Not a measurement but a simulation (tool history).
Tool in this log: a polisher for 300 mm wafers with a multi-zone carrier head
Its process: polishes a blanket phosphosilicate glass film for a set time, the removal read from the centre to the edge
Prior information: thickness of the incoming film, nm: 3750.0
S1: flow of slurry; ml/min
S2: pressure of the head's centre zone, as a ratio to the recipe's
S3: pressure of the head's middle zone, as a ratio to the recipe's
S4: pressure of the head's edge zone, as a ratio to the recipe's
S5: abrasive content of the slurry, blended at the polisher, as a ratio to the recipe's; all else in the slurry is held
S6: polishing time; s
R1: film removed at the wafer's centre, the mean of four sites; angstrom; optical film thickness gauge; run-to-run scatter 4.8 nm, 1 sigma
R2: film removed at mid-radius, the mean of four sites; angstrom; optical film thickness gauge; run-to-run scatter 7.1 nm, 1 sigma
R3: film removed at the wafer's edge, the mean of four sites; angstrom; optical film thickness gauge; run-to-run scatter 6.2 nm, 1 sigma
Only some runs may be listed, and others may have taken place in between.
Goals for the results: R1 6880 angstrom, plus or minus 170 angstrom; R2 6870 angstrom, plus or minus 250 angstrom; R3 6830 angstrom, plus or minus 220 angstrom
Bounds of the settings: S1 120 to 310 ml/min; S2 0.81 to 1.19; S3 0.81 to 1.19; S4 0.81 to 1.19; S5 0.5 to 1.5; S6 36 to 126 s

| run | hour | S1 | S2 | S3 | S4 | S5 | S6 | R1 | R2 | R3 |
|---|---|---|---|---|---|---|---|---|---|---|
| 1 | 0 | 200 | 1 | 1 | 1 | 1 | 81 | 8717 | 8909 | 8568.6 |
| 2 | 7.6 | 200 | 1 | 1 | 1 | 1 | 95 | 10396 | 10381 | 10182 |
| 3 | 12.1 | 195 | 0.98 | 0.97 | 0.96 | 0.85 | 93 | 9176.2 | 9345.6 | 8882.6 |
| 4 | 14.6 | 195 | 0.98 | 0.9 | 0.96 | 0.85 | 93 | 9251.9 | 8839.8 | 8934.8 |
| 5 | 15.1 | 185 | 0.96 | 0.88 | 0.94 | 0.75 | 93 | 8545.6 | 8045.4 | 8234.6 |
| 6 | 20.6 | 175 | 0.93 | 0.87 | 0.91 | 0.7 | 93 | 7987.3 | 7516.9 | 7781 |
| 7 | 21.4 | 165 | 0.91 | 0.88 | 0.88 | 0.7 | 93 | 7744.3 | 7603.2 | 7784.7 |
| 8 | 24.7 | 170 | 0.9 | 0.88 | 0.87 | 0.65 | 93 | 7362.1 | 7252.4 | 7336.6 |

Which one of the following 4 next-run settings gets every result inside its allowed miss? There is exactly one.
| A | 28 | 155 | 0.81 | 0.81 | 0.91 | 0.75 | 87 | ? | ? | ? |
| B | 28 | 130 | 0.89 | 0.97 | 0.81 | 0.65 | 92 | ? | ? | ? |
| C | 28 | 195 | 0.89 | 0.88 | 0.86 | 0.6 | 89 | ? | ? | ? |
| D | 28 | 200 | 0.85 | 0.91 | 0.9 | 0.6 | 96 | ? | ? | ? |

| move | R1 | R2 | R3 |
|---|---|---|---|
| A | 6801 | 6964 | 7593.5 |
| B | 6841.3 | 7550.1 | 6913.7 |
| C | 6826 | 6957.4 | 6901.6 |
| D | 7179.6 | 7718.3 | 7611.4 |
A: the worst result of the last run now meets its target, but another is out of spec
B: the worst result of the last run now meets its target, but another is out of spec
C: all results in spec
D: its largest miss is bigger than the last run's
The right move is C.
